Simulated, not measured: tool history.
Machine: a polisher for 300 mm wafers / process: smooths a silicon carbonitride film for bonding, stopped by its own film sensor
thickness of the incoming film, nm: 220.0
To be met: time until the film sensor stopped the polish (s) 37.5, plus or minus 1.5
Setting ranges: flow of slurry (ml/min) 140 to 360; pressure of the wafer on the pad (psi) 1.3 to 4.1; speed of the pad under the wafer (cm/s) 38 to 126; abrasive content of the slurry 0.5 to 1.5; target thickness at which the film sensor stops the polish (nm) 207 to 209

run	hour	flow of slurry (ml/min)	pressure of the wafer on the pad (psi)	speed of the pad under the wafer (cm/s)	abrasive content of the slurry	target thickness at which the film sensor stops the polish (nm)	time until the film sensor stopped the polish (s)
1	0	230	2.7	82	1	207	49.551
2	1.8	230	2.7	82	1	209	42.067
3	3.5	230	2.8	82	1	209	41.081
4	4.7	230	3.4	82	1	209	33.302
5	11.3	230	3.3	82	1	209	35.009
# hour 15.7: worn pad replaced by a new one
6	15.7	230	3.3	82	1	209	32.211
7	23.7	230	3.2	82	1	209	32.544
8	27.3	230	3.1	82	1	209	33.852
9	29.5	230	3	82	1	209	35.873

Exactly one of the 4 candidate moves below puts every result within its allowed miss. Which one?
A	31.7	255	2.9	80	1.25	209	?
B	31.7	240	2.8	86	1.15	209	?
C	31.7	230	3.2	80	0.95	208	?
D	31.7	230	4	72	0.85	208	?

move	time until the film sensor stopped the polish (s)
A	34.067
B	34.613
C	38.245
D	35.152
A: its largest miss is bigger than the last run's
B: its largest miss is bigger than the last run's
C: all results in spec
D: its largest miss is bigger than the last run's
The move that meets every target is C.
